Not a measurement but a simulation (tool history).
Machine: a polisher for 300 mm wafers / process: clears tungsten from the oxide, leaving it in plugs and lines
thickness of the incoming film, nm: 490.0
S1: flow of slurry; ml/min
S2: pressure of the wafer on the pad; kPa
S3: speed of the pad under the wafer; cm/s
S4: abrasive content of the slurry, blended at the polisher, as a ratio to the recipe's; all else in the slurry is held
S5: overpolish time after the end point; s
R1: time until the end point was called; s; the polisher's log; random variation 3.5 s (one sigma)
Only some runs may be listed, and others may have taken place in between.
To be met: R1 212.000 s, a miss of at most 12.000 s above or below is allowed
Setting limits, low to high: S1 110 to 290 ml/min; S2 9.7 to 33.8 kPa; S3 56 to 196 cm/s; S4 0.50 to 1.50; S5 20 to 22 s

| run | hour | S1 | S2 | S3 | S4 | S5 | R1 |
|---|---|---|---|---|---|---|---|
| 1 | 0.0 | 185 | 21.4 | 126 | 1.00 | 20 | 99.862 |
| 2 | 1.8 | 185 | 19.3 | 126 | 1.00 | 20 | 110.460 |
| 3 | 4.0 | 185 | 19.3 | 126 | 1.20 | 20 | 101.640 |
| 4 | 5.4 | 185 | 16.5 | 116 | 1.20 | 20 | 130.190 |
| 5 | 12.2 | 185 | 14.5 | 112 | 1.20 | 20 | 145.150 |
| 6 | 17.8 | 185 | 14.5 | 112 | 1.20 | 20 | 146.890 |
| 7 | 24.3 | 185 | 13.1 | 108 | 1.20 | 20 | 167.210 |
| 8 | 29.4 | 185 | 12.4 | 106 | 1.20 | 20 | 174.050 |
| 9 | 32.0 | 185 | 11.7 | 104 | 1.20 | 20 | 180.020 |
| 10 | 38.2 | 185 | 11.0 | 102 | 1.20 | 20 | 197.460 |

Below are 4 possible settings for the next run. Only one of them brings all results inside the allowed miss of their targets. Which is it?
| A | 44.4 | 225 | 9.7 | 130 | 1.10 | 20 | ? |
| B | 44.4 | 215 | 13.1 | 84 | 1.00 | 20 | ? |
| C | 44.4 | 205 | 13.1 | 90 | 1.25 | 22 | ? |
| D | 44.4 | 190 | 10.3 | 122 | 1.10 | 20 | ? |

| move | R1 |
|---|---|
| A | 165.380 |
| B | 208.450 |
| C | 187.610 |
| D | 171.190 |
A: misses by more than the last run did
B: in spec on every target
C: misses by more than the last run did
D: misses by more than the last run did
Answer: B
